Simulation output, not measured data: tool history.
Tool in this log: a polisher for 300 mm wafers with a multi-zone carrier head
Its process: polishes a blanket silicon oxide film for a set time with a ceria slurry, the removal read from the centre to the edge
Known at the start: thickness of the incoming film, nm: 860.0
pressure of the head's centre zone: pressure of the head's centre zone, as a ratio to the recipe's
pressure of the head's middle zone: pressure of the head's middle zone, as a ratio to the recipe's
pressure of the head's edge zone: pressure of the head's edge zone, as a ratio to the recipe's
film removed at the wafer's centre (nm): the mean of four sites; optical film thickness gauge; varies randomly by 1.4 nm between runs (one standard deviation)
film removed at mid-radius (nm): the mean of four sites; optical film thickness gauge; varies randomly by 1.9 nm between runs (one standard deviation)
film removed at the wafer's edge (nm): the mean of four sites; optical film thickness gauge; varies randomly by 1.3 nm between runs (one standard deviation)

| run | day | flow of slurry (ml/min) | pressure of the head's centre zone | pressure of the head's middle zone | pressure of the head's edge zone | polishing time (s) | film removed at the wafer's centre (nm) | film removed at mid-radius (nm) | film removed at the wafer's edge (nm) |
|---|---|---|---|---|---|---|---|---|---|
| 1 | 0 | 300 | 1 | 1 | 1 | 39 | 191.94 | 186.7 | 186.13 |
| 2 | 0.125 | 300 | 1 | 1 | 1 | 46 | 224.25 | 223.02 | 224.31 |
| 3 | 0.321 | 300 | 1 | 0.95 | 1 | 46 | 223.33 | 210.92 | 221.49 |
| 4 | 0.488 | 300 | 1.08 | 0.95 | 1 | 46 | 241.44 | 210.26 | 223.16 |
| 5 | 0.683 | 300 | 1.05 | 0.95 | 0.98 | 43 | 220.77 | 194.39 | 206.77 |
| 6 | 1.021 | 300 | 1.03 | 0.96 | 0.97 | 40 | 197.61 | 184.91 | 192.8 |
| 7 | 1.362 | 300 | 1.03 | 0.97 | 0.97 | 37 | 185.08 | 170.02 | 175.65 |
| 8 | 1.517 | 300 | 1.02 | 0.98 | 0.96 | 35 | 172.35 | 169.59 | 166.94 |

What does the tool deliver on the next run?
| 9 | 1.804 | 300 | 1.02 | 0.98 | 0.95 | 33 | ? | ? | ? |

film removed at the wafer's centre (nm): 160.82
film removed at mid-radius (nm): 160.18
film removed at the wafer's edge (nm): 158.25
